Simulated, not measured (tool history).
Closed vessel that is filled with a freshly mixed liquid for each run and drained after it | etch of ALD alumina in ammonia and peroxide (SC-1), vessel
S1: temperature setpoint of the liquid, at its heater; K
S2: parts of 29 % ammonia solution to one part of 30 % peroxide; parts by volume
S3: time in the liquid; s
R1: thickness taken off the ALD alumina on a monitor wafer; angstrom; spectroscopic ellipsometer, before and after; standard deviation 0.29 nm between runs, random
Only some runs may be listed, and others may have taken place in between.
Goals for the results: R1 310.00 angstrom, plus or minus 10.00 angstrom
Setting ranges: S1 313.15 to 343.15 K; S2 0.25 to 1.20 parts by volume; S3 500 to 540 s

{"run": 1, "hour": 0.0, "S1": 329.15, "S2": 0.95, "S3": 500, "R1": 258.91}
{"run": 2, "hour": 3.0, "S1": 329.65, "S2": 0.95, "S3": 500, "R1": 265.23}
{"run": 3, "hour": 7.1, "S1": 329.65, "S2": 0.95, "S3": 500, "R1": 267.7}
{"run": 4, "hour": 9.9, "S1": 330.15, "S2": 0.95, "S3": 500, "R1": 271.73}
{"run": 5, "hour": 17.1, "S1": 330.15, "S2": 0.95, "S3": 540, "R1": 296.3}
{"run": 6, "hour": 21.4, "S1": 330.15, "S2": 0.95, "S3": 500, "R1": 270.33}
{"run": 7, "hour": 23.3, "S1": 330.65, "S2": 0.95, "S3": 500, "R1": 280.71}
{"run": 8, "hour": 30.7, "S1": 331.15, "S2": 0.95, "S3": 500, "R1": 288.09}

Which single option among these 5 for the next run brings every result within its allowed miss of target? Just one does.
{"run": "A", "hour": 38.1, "S1": 330.15, "S2": 1.0, "S3": 500, "R1": "?"}
{"run": "B", "hour": 38.1, "S1": 329.65, "S2": 0.9, "S3": 525, "R1": "?"}
{"run": "C", "hour": 38.1, "S1": 331.15, "S2": 0.95, "S3": 535, "R1": "?"}
{"run": "D", "hour": 38.1, "S1": 330.65, "S2": 0.95, "S3": 500, "R1": "?"}
{"run": "E", "hour": 38.1, "S1": 329.15, "S2": 0.95, "S3": 515, "R1": "?"}

move=A R1=271.62
move=B R1=275.05
move=C R1=304.72
move=D R1=277.46
move=E R1=264.15
A: the biggest miss grows against the last run
B: the biggest miss grows against the last run
C: hits every target within its allowed miss
D: the biggest miss grows against the last run
E: the biggest miss grows against the last run
The move that meets every target is C.
